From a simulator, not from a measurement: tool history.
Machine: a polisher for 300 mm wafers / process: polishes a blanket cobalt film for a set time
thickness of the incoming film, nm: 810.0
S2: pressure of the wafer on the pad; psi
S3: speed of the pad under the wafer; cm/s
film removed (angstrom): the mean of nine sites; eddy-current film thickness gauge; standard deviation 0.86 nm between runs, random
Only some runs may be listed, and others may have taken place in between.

Run 1, day 0: flow of slurry (ml/min) 300, S2 1.5 psi, S3 82 cm/s, polishing time (s) 87. Result: film removed (angstrom) 2487.3.
Run 2, day 0.183: flow of slurry (ml/min) 300, S2 1.8 psi, S3 82 cm/s, polishing time (s) 87. Result: film removed (angstrom) 2888.
Run 3, day 0.433: flow of slurry (ml/min) 295, S2 1.4 psi, S3 76 cm/s, polishing time (s) 87. Result: film removed (angstrom) 2189.5.
Run 4, day 0.5: flow of slurry (ml/min) 295, S2 1.2 psi, S3 72 cm/s, polishing time (s) 87. Result: film removed (angstrom) 1881.9.
Run 5, day 0.662: flow of slurry (ml/min) 295, S2 1 psi, S3 72 cm/s, polishing time (s) 87. Result: film removed (angstrom) 1662.3.
Run 6, day 0.967: flow of slurry (ml/min) 295, S2 1.3 psi, S3 72 cm/s, polishing time (s) 87. Result: film removed (angstrom) 1994.3.
Run 7, day 1.321: flow of slurry (ml/min) 295, S2 1.1 psi, S3 68 cm/s, polishing time (s) 87. Result: film removed (angstrom) 1661.

Run 8, settings as shown, results not yet in. Your forecast:
Run 8, day 1.383: flow of slurry (ml/min) 295, S2 1 psi, S3 68 cm/s, polishing time (s) 87. Result: film removed (angstrom) ?.

{"run 8": {"film removed (angstrom)": 1573.2}}
